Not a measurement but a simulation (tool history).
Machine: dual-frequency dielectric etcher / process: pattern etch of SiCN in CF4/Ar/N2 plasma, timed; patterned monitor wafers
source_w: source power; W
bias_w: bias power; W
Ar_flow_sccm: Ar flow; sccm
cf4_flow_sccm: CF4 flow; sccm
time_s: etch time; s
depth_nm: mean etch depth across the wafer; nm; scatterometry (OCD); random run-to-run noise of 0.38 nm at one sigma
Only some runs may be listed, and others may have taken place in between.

{"run": 1, "hour": 0.0, "source_w": 450, "bias_w": 83, "Ar_flow_sccm": 86, "cf4_flow_sccm": 45, "time_s": 140.5, "depth_nm": 118.15}
{"run": 2, "hour": 6.8, "source_w": 410, "bias_w": 82, "Ar_flow_sccm": 86, "cf4_flow_sccm": 45, "time_s": 140.5, "depth_nm": 106.24}
{"run": 3, "hour": 15.5, "source_w": 390, "bias_w": 82, "Ar_flow_sccm": 86, "cf4_flow_sccm": 45, "time_s": 140.5, "depth_nm": 101.86}
{"run": 4, "hour": 23.0, "source_w": 390, "bias_w": 82, "Ar_flow_sccm": 86, "cf4_flow_sccm": 37, "time_s": 140.5, "depth_nm": 97.519}
{"run": 5, "hour": 30.9, "source_w": 380, "bias_w": 82, "Ar_flow_sccm": 86, "cf4_flow_sccm": 37, "time_s": 140.5, "depth_nm": 95.598}
{"run": 6, "hour": 38.6, "source_w": 380, "bias_w": 88, "Ar_flow_sccm": 86, "cf4_flow_sccm": 37, "time_s": 140.5, "depth_nm": 100.59}
{"run": 7, "hour": 42.0, "source_w": 370, "bias_w": 88, "Ar_flow_sccm": 86, "cf4_flow_sccm": 37, "time_s": 140.5, "depth_nm": 97.247}

For run 8, what comes out?
{"run": 8, "hour": 48.4, "source_w": 360, "bias_w": 88, "Ar_flow_sccm": 86, "cf4_flow_sccm": 37, "time_s": 140.5, "depth_nm": "?"}

{"run 8": {"depth_nm": 95.392}}

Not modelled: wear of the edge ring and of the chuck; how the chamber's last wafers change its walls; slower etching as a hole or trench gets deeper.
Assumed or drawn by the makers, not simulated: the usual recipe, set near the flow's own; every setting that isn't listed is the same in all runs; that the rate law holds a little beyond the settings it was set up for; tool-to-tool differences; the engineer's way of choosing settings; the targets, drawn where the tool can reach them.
